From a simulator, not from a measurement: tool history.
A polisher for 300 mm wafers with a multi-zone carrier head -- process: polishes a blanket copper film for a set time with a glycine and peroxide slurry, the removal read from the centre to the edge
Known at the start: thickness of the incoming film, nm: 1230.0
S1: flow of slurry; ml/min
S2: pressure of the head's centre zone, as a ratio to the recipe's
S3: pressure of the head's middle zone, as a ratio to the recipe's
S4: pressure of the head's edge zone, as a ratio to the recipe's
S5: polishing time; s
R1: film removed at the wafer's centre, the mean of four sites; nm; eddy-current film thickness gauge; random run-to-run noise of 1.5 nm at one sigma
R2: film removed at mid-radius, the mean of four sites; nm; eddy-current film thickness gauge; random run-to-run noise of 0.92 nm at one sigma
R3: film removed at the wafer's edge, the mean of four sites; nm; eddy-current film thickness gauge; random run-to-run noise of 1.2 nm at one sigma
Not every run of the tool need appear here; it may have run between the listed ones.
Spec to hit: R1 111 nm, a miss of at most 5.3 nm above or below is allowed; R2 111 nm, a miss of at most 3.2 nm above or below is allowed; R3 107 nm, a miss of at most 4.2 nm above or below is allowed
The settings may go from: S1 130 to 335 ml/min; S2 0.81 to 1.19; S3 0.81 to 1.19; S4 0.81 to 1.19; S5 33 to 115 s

{"run": 1, "hour": 0.0, "S1": 215, "S2": 1, "S3": 1, "S4": 1, "S5": 73, "R1": 216.5, "R2": 219.16, "R3": 222.2}
{"run": 2, "hour": 3.4, "S1": 215, "S2": 1, "S3": 1.07, "S4": 1, "S5": 73, "R1": 214.2, "R2": 230.54, "R3": 217.38}
{"run": 3, "hour": 7.4, "S1": 195, "S2": 0.99, "S3": 1.04, "S4": 0.96, "S5": 64, "R1": 186.56, "R2": 194.74, "R3": 184.67}
{"run": 4, "hour": 14.9, "S1": 195, "S2": 1.05, "S3": 1.04, "S4": 0.96, "S5": 64, "R1": 198.52, "R2": 191.91, "R3": 186.23}
{"run": 5, "hour": 21.2, "S1": 195, "S2": 1.05, "S3": 1.04, "S4": 0.96, "S5": 76, "R1": 231.5, "R2": 230.39, "R3": 217.38}
{"run": 6, "hour": 28.3, "S1": 180, "S2": 1.02, "S3": 1.02, "S4": 0.93, "S5": 66, "R1": 195.29, "R2": 194.36, "R3": 191.93}
{"run": 7, "hour": 37.0, "S1": 180, "S2": 1.02, "S3": 1.02, "S4": 0.93, "S5": 66, "R1": 195.56, "R2": 193.36, "R3": 187.44}
{"run": 8, "hour": 42.7, "S1": 170, "S2": 1, "S3": 1.01, "S4": 0.9, "S5": 59, "R1": 165.31, "R2": 171.74, "R3": 165.97}
{"run": 9, "hour": 43.4, "S1": 160, "S2": 1.01, "S3": 1.01, "S4": 0.88, "S5": 53, "R1": 150.7, "R2": 156.25, "R3": 146.06}
{"run": 10, "hour": 49.3, "S1": 140, "S2": 0.97, "S3": 0.91, "S4": 0.82, "S5": 33, "R1": 85.01, "R2": 87.833, "R3": 85.222}
{"run": 11, "hour": 52.1, "S1": 140, "S2": 0.97, "S3": 0.91, "S4": 0.82, "S5": 33, "R1": 87.118, "R2": 87.754, "R3": 87.013}
{"run": 12, "hour": 53.2, "S1": 160, "S2": 0.98, "S3": 0.93, "S4": 0.84, "S5": 33, "R1": 87.04, "R2": 90.051, "R3": 88.406}
{"run": 13, "hour": 58.0, "S1": 185, "S2": 1.08, "S3": 1.03, "S4": 0.94, "S5": 45, "R1": 139.38, "R2": 134.86, "R3": 129.54}
{"run": 14, "hour": 59.8, "S1": 165, "S2": 0.99, "S3": 0.93, "S4": 0.84, "S5": 45, "R1": 124.32, "R2": 124.49, "R3": 120.9}
{"run": 15, "hour": 67.2, "S1": 160, "S2": 0.99, "S3": 0.93, "S4": 0.84, "S5": 44, "R1": 121.97, "R2": 120.88, "R3": 117.85}
{"run": 16, "hour": 71.7, "S1": 155, "S2": 0.99, "S3": 0.93, "S4": 0.84, "S5": 43, "R1": 116.47, "R2": 118.52, "R3": 118.2}
{"run": 17, "hour": 72.5, "S1": 180, "S2": 0.98, "S3": 0.93, "S4": 0.86, "S5": 43, "R1": 120, "R2": 121.35, "R3": 121.91}
{"run": 18, "hour": 78.2, "S1": 180, "S2": 0.98, "S3": 0.93, "S4": 0.86, "S5": 43, "R1": 119.25, "R2": 120.87, "R3": 118.28}
{"run": 19, "hour": 85.5, "S1": 175, "S2": 0.99, "S3": 0.94, "S4": 0.86, "S5": 42, "R1": 117.61, "R2": 117.22, "R3": 115.75}
{"run": 20, "hour": 87.3, "S1": 170, "S2": 1, "S3": 0.95, "S4": 0.86, "S5": 42, "R1": 115.31, "R2": 119.31, "R3": 115}
{"run": 21, "hour": 93.8, "S1": 165, "S2": 1.01, "S3": 0.95, "S4": 0.86, "S5": 42, "R1": 119.97, "R2": 117.98, "R3": 116.61}
{"run": 22, "hour": 94.4, "S1": 160, "S2": 1.01, "S3": 0.96, "S4": 0.86, "S5": 42, "R1": 115.72, "R2": 117.46, "R3": 113.99}

Exercise: of the 4 proposed moves below, exactly one satisfies all targets within the stated allowed misses. Which move is it?
{"run": "A", "hour": 95.0, "S1": 135, "S2": 1.01, "S3": 1.02, "S4": 0.83, "S5": 44, "R1": "?", "R2": "?", "R3": "?"}
{"run": "B", "hour": 95.0, "S1": 140, "S2": 0.94, "S3": 0.81, "S4": 0.98, "S5": 44, "R1": "?", "R2": "?", "R3": "?"}
{"run": "C", "hour": 95.0, "S1": 160, "S2": 0.84, "S3": 1.12, "S4": 0.87, "S5": 44, "R1": "?", "R2": "?", "R3": "?"}
{"run": "D", "hour": 95.0, "S1": 185, "S2": 1.01, "S3": 0.97, "S4": 0.88, "S5": 38, "R1": "?", "R2": "?", "R3": "?"}

move=A R1=120.93 R2=126.2 R3=114.56
move=B R1=113.34 R2=112.24 R3=123.04
move=C R1=104.32 R2=137.87 R3=119.29
move=D R1=111.42 R2=112.2 R3=105.45
A: further off than the last run
B: corrects the largest miss of the last run, while another result sits out of spec
C: further off than the last run
D: all results in spec
Go with D: it meets all targets.
